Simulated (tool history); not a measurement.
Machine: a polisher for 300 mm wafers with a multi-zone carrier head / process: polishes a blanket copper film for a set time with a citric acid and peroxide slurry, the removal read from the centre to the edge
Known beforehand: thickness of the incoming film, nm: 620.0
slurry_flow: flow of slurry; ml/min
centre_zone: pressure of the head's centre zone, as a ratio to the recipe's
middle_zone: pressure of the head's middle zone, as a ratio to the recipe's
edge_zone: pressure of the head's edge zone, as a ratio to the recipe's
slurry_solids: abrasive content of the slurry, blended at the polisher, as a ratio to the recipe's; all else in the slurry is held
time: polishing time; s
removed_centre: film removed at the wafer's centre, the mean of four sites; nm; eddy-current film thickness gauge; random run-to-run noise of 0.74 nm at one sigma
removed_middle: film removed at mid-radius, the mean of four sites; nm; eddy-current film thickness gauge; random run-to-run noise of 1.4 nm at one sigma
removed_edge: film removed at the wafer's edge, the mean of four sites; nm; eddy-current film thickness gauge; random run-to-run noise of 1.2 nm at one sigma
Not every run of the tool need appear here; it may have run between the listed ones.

Run 1, hour 0.0: slurry_flow 225 ml/min, centre_zone 1.00, middle_zone 1.00, edge_zone 1.00, slurry_solids 1.00, time 52 s. Result: removed_centre 103.930 nm, removed_middle 105.000 nm, removed_edge 104.650 nm.
Run 2, hour 4.8: slurry_flow 225 ml/min, centre_zone 1.00, middle_zone 1.05, edge_zone 1.00, slurry_solids 1.00, time 52 s. Result: removed_centre 105.370 nm, removed_middle 107.760 nm, removed_edge 104.280 nm.
Run 3, hour 13.0: slurry_flow 225 ml/min, centre_zone 1.00, middle_zone 0.98, edge_zone 1.00, slurry_solids 1.00, time 52 s. Result: removed_centre 103.240 nm, removed_middle 102.850 nm, removed_edge 104.390 nm.
Run 4, hour 14.2: slurry_flow 225 ml/min, centre_zone 1.00, middle_zone 0.98, edge_zone 1.05, slurry_solids 1.00, time 52 s. Result: removed_centre 103.790 nm, removed_middle 103.030 nm, removed_edge 107.220 nm.
Run 5, hour 20.4: slurry_flow 225 ml/min, centre_zone 1.00, middle_zone 0.98, edge_zone 1.05, slurry_solids 1.00, time 43 s. Result: removed_centre 87.093 nm, removed_middle 83.632 nm, removed_edge 89.776 nm.
Run 6, hour 21.9: slurry_flow 225 ml/min, centre_zone 1.00, middle_zone 0.98, edge_zone 1.05, slurry_solids 0.80, time 43 s. Result: removed_centre 81.874 nm, removed_middle 82.444 nm, removed_edge 85.459 nm.

For run 7, what comes out?
Run 7, hour 30.3: slurry_flow 280 ml/min, centre_zone 0.94, middle_zone 1.08, edge_zone 1.09, slurry_solids 1.05, time 57 s. Result: removed_centre ?, removed_middle ?, removed_edge ?.

removed_centre: 110.210 nm
removed_middle: 127.860 nm
removed_edge: 121.890 nm

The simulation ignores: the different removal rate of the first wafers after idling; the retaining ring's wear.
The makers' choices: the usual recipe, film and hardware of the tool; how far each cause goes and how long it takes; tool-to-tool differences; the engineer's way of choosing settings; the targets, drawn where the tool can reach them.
